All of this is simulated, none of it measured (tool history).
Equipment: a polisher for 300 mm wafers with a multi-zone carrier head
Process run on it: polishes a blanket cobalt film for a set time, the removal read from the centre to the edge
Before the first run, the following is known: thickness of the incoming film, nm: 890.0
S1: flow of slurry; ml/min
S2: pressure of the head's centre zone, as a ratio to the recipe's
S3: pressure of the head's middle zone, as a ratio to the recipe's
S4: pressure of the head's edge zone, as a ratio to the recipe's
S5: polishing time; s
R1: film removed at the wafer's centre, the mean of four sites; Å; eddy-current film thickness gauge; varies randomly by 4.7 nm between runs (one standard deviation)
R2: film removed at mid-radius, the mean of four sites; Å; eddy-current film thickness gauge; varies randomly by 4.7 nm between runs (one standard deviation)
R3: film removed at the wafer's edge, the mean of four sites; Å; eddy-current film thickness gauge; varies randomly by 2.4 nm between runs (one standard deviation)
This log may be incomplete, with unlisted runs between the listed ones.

| run | day | S1 | S2 | S3 | S4 | S5 | R1 | R2 | R3 |
|---|---|---|---|---|---|---|---|---|---|
| 1 | 0.000 | 160 | 1.00 | 1.00 | 1.00 | 43 | 2370.2 | 2445.9 | 2386.9 |
| 2 | 0.046 | 160 | 1.00 | 1.00 | 1.08 | 43 | 2296.4 | 2372.4 | 2463.8 |
| 3 | 0.125 | 160 | 1.08 | 1.00 | 1.08 | 43 | 2471.5 | 2370.7 | 2478.8 |
| 4 | 0.400 | 160 | 1.16 | 1.00 | 1.08 | 43 | 2582.9 | 2403.9 | 2444.3 |
| 5 | 0.575 | 160 | 1.16 | 1.00 | 1.08 | 37 | 2243.4 | 2094.3 | 2143.0 |
| 6 | 0.825 | 160 | 1.16 | 1.00 | 1.01 | 37 | 2297.6 | 2062.1 | 2053.5 |
| 7 | 1.138 | 175 | 1.15 | 1.04 | 1.06 | 43 | 2657.0 | 2506.3 | 2464.6 |
| 8 | 1.446 | 190 | 1.14 | 1.08 | 1.10 | 47 | 2990.0 | 2821.6 | 2766.8 |
| 9 | 1.821 | 190 | 1.11 | 1.12 | 1.12 | 50 | 2983.7 | 3089.3 | 2978.5 |

What does the tool deliver on the next run?
| 10 | 2.067 | 200 | 1.11 | 1.14 | 1.13 | 52 | ? | ? | ? |

Run 10 gave R1 3153.1 Å, R2 3282.2 Å, R3 3100.0 Å.

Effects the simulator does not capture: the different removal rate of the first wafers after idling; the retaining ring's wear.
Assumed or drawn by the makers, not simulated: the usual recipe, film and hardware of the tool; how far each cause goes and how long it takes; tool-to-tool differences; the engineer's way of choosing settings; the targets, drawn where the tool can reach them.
